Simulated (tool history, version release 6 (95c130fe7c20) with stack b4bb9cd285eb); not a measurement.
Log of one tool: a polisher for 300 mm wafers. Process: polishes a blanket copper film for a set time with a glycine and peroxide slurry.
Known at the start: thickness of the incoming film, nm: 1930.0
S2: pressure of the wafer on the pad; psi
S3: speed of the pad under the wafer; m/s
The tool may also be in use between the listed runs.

run 1 hour=0 | flow_of_slurry_(ml/min)=140 S2=2.9 S3=1.18 polishing_time_(s)=20 | film_removed_(Å)=1090.3
run 2 hour=7.6 | flow_of_slurry_(ml/min)=145 S2=2.9 S3=1.18 polishing_time_(s)=20 | film_removed_(Å)=1102.9
run 3 hour=11.4 | flow_of_slurry_(ml/min)=145 S2=2.9 S3=1.18 polishing_time_(s)=20 | film_removed_(Å)=1091.7
run 4 hour=17.2 | flow_of_slurry_(ml/min)=150 S2=2.9 S3=1.18 polishing_time_(s)=20 | film_removed_(Å)=1104.3
run 5 hour=25 | flow_of_slurry_(ml/min)=155 S2=2.9 S3=1.18 polishing_time_(s)=20 | film_removed_(Å)=1108.7
run 6 hour=30.4 | flow_of_slurry_(ml/min)=155 S2=2.9 S3=0.88 polishing_time_(s)=20 | film_removed_(Å)=875.37
run 7 hour=37 | flow_of_slurry_(ml/min)=160 S2=3.1 S3=0.88 polishing_time_(s)=20 | film_removed_(Å)=922.91
run 8 hour=39.8 | flow_of_slurry_(ml/min)=160 S2=3.2 S3=0.88 polishing_time_(s)=20 | film_removed_(Å)=937.96

Forecast run 9:
run 9 hour=41.4 | flow_of_slurry_(ml/min)=160 S2=3.4 S3=0.88 polishing_time_(s)=20 | film_removed_(Å)=?

film removed (Å): 988.48
